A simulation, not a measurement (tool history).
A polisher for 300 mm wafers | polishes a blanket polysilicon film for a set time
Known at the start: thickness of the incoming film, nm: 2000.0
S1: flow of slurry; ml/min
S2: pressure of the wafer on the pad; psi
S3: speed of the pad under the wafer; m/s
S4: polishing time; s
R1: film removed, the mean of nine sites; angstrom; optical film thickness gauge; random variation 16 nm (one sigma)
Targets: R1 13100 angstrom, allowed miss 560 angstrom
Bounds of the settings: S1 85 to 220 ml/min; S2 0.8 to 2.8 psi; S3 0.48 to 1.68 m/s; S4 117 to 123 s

Run 1, hour 0: S1 140 ml/min, S2 1.8 psi, S3 1.08 m/s, S4 117 s. Result: R1 7485.7 angstrom.
Run 2, hour 3.5: S1 145 ml/min, S2 2.1 psi, S3 1.1 m/s, S4 117 s. Result: R1 8724.4 angstrom.
Run 3, hour 5.6: S1 125 ml/min, S2 2.1 psi, S3 1.1 m/s, S4 117 s. Result: R1 8767.9 angstrom.
Run 4, hour 14.4: S1 110 ml/min, S2 2.1 psi, S3 1.1 m/s, S4 117 s. Result: R1 8517.8 angstrom.
Run 5, hour 18.9: S1 110 ml/min, S2 2.3 psi, S3 1.12 m/s, S4 117 s. Result: R1 9309.2 angstrom.
Run 6, hour 24.2: S1 110 ml/min, S2 2.3 psi, S3 1.12 m/s, S4 123 s. Result: R1 9851.3 angstrom.
Run 7, hour 25.2: S1 110 ml/min, S2 2.3 psi, S3 1.12 m/s, S4 123 s. Result: R1 9841.5 angstrom.
Run 8, hour 29.7: S1 115 ml/min, S2 2.5 psi, S3 1.14 m/s, S4 123 s. Result: R1 10843 angstrom.
Run 9, hour 30.6: S1 115 ml/min, S2 2.6 psi, S3 1.16 m/s, S4 123 s. Result: R1 11617 angstrom.
Run 10, hour 36.4: S1 120 ml/min, S2 2.7 psi, S3 1.18 m/s, S4 123 s. Result: R1 11988 angstrom.
Run 11, hour 43.6: S1 120 ml/min, S2 2.7 psi, S3 1.2 m/s, S4 123 s. Result: R1 12367 angstrom.

5 next moves are on the table. One of them brings every result within its allowed miss. Which?
Run A, hour 50.8: S1 145 ml/min, S2 2.7 psi, S3 1.12 m/s, S4 118 s. Result: R1 ?.
Run B, hour 50.8: S1 115 ml/min, S2 2.5 psi, S3 1.22 m/s, S4 119 s. Result: R1 ?.
Run C, hour 50.8: S1 95 ml/min, S2 2.8 psi, S3 1.3 m/s, S4 122 s. Result: R1 ?.
Run D, hour 50.8: S1 135 ml/min, S2 2.5 psi, S3 1.16 m/s, S4 117 s. Result: R1 ?.
Run E, hour 50.8: S1 155 ml/min, S2 2.6 psi, S3 1.18 m/s, S4 117 s. Result: R1 ?.

move     R1
   A  11447
   B  11151
   C  12868
   D  10797
   E  11670
A: further off than the last run
B: further off than the last run
C: meets every target
D: further off than the last run
E: further off than the last run
The right move is C.

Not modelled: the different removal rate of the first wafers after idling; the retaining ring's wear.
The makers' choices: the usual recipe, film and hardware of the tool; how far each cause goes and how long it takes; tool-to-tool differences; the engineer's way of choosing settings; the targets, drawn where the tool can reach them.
